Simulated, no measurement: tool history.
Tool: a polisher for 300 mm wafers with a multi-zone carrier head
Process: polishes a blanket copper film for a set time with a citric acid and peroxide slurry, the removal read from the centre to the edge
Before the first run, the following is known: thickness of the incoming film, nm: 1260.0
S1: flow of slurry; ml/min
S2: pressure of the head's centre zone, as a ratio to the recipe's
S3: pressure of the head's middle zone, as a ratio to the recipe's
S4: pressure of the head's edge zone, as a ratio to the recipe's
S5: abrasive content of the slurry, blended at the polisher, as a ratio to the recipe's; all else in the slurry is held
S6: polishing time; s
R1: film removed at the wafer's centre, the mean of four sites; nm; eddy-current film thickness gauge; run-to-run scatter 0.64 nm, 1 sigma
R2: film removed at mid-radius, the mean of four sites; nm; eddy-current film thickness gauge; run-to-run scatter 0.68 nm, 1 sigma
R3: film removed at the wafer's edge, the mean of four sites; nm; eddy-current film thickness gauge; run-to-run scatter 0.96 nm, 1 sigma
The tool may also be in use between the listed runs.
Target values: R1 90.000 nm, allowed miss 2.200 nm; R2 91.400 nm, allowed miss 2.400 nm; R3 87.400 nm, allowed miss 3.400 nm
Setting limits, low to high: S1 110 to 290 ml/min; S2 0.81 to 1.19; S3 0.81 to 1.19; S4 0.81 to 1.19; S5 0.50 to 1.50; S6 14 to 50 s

Run 1, hour 0.0: S1 185 ml/min, S2 1.00, S3 1.00, S4 1.00, S5 1.00, S6 32 s. Result: R1 68.029 nm, R2 69.291 nm, R3 68.936 nm.
Run 2, hour 2.3: S1 195 ml/min, S2 1.02, S3 1.02, S4 1.03, S5 1.10, S6 32 s. Result: R1 70.617 nm, R2 72.856 nm, R3 71.257 nm.
Run 3, hour 3.7: S1 195 ml/min, S2 1.02, S3 1.02, S4 1.03, S5 1.10, S6 39 s. Result: R1 85.482 nm, R2 87.514 nm, R3 87.416 nm.
Run 4, hour 11.4: S1 195 ml/min, S2 0.93, S3 1.02, S4 1.03, S5 1.10, S6 39 s. Result: R1 79.611 nm, R2 88.592 nm, R3 87.250 nm.
Run 5, hour 20.0: S1 205 ml/min, S2 0.94, S3 1.02, S4 1.02, S5 1.10, S6 39 s. Result: R1 80.566 nm, R2 88.773 nm, R3 86.356 nm.
Run 6, hour 27.2: S1 205 ml/min, S2 0.94, S3 0.94, S4 1.02, S5 1.10, S6 39 s. Result: R1 81.317 nm, R2 83.684 nm, R3 87.395 nm.
Run 7, hour 28.9: S1 215 ml/min, S2 0.95, S3 0.95, S4 1.01, S5 1.10, S6 39 s. Result: R1 82.278 nm, R2 84.781 nm, R3 88.883 nm.
Run 8, hour 30.8: S1 220 ml/min, S2 0.97, S3 0.97, S4 1.00, S5 1.10, S6 39 s. Result: R1 84.961 nm, R2 86.828 nm, R3 88.305 nm.
Run 9, hour 36.8: S1 225 ml/min, S2 0.97, S3 0.98, S4 0.99, S5 1.10, S6 39 s. Result: R1 84.821 nm, R2 87.463 nm, R3 86.418 nm.

5 candidate next runs follow, results not yet known. Just one meets every target within its allowed miss. Identify it.
Run A, hour 42.8: S1 195 ml/min, S2 0.97, S3 0.96, S4 0.98, S5 1.15, S6 42 s. Result: R1 ?, R2 ?, R3 ?.
Run B, hour 42.8: S1 200 ml/min, S2 1.04, S3 1.02, S4 0.90, S5 1.25, S6 36 s. Result: R1 ?, R2 ?, R3 ?.
Run C, hour 42.8: S1 235 ml/min, S2 1.02, S3 1.01, S4 0.95, S5 1.00, S6 40 s. Result: R1 ?, R2 ?, R3 ?.
Run D, hour 42.8: S1 280 ml/min, S2 0.99, S3 1.08, S4 1.07, S5 1.35, S6 35 s. Result: R1 ?, R2 ?, R3 ?.
Run E, hour 42.8: S1 250 ml/min, S2 0.89, S3 0.88, S4 1.03, S5 0.90, S6 43 s. Result: R1 ?, R2 ?, R3 ?.

move      R1      R2      R3
   A  88.511  92.054  91.494
   B  82.505  84.791  76.825
   C  88.302  91.349  85.105
   D  81.884  91.841  85.127
   E  83.053  86.422  93.867
A: brings the result that was furthest off to its target, and leaves another outside
B: lands further from the targets than the last run did
C: all results in spec
D: lands further from the targets than the last run did
E: lands further from the targets than the last run did
Go with C: it meets all targets.
